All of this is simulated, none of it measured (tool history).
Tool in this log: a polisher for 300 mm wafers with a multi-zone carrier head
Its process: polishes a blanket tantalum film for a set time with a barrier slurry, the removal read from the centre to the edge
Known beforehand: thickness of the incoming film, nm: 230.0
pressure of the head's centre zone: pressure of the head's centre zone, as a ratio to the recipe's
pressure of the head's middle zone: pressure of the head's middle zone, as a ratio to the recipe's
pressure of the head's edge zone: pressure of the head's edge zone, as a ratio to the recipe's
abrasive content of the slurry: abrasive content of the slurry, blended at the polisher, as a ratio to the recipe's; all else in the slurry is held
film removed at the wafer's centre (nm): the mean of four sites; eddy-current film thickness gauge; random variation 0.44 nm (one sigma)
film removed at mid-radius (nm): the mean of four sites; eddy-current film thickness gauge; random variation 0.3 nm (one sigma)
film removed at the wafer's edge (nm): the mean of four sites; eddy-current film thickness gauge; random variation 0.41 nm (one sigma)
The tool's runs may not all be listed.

| run | day | flow of slurry (ml/min) | pressure of the head's centre zone | pressure of the head's middle zone | pressure of the head's edge zone | abrasive content of the slurry | polishing time (s) | film removed at the wafer's centre (nm) | film removed at mid-radius (nm) | film removed at the wafer's edge (nm) |
|---|---|---|---|---|---|---|---|---|---|---|
| 1 | 0 | 225 | 1 | 1 | 1 | 1 | 40 | 30.411 | 31.406 | 30.157 |
| 2 | 0.071 | 240 | 1.03 | 1.02 | 1.02 | 1.05 | 40 | 32.529 | 32.559 | 31.602 |
| 3 | 0.096 | 240 | 1.07 | 1.02 | 1.02 | 1.05 | 40 | 33.827 | 32.643 | 31.23 |
| 4 | 0.221 | 240 | 1.07 | 1.02 | 0.96 | 1.05 | 40 | 33.17 | 33.132 | 30.373 |
| 5 | 0.392 | 255 | 1.07 | 1.03 | 0.98 | 1.05 | 40 | 33.599 | 32.724 | 29.828 |
| 6 | 0.638 | 245 | 1.08 | 1.04 | 1 | 1.1 | 40 | 34.454 | 33.742 | 31.251 |

Estimate the outcome of run 7 from the log above:
| 7 | 0.862 | 245 | 1.09 | 1.05 | 1.02 | 1.15 | 40 | ? | ? | ? |

Run 7 gave film removed at the wafer's centre (nm) 34.712, film removed at mid-radius (nm) 34.767, film removed at the wafer's edge (nm) 31.733.

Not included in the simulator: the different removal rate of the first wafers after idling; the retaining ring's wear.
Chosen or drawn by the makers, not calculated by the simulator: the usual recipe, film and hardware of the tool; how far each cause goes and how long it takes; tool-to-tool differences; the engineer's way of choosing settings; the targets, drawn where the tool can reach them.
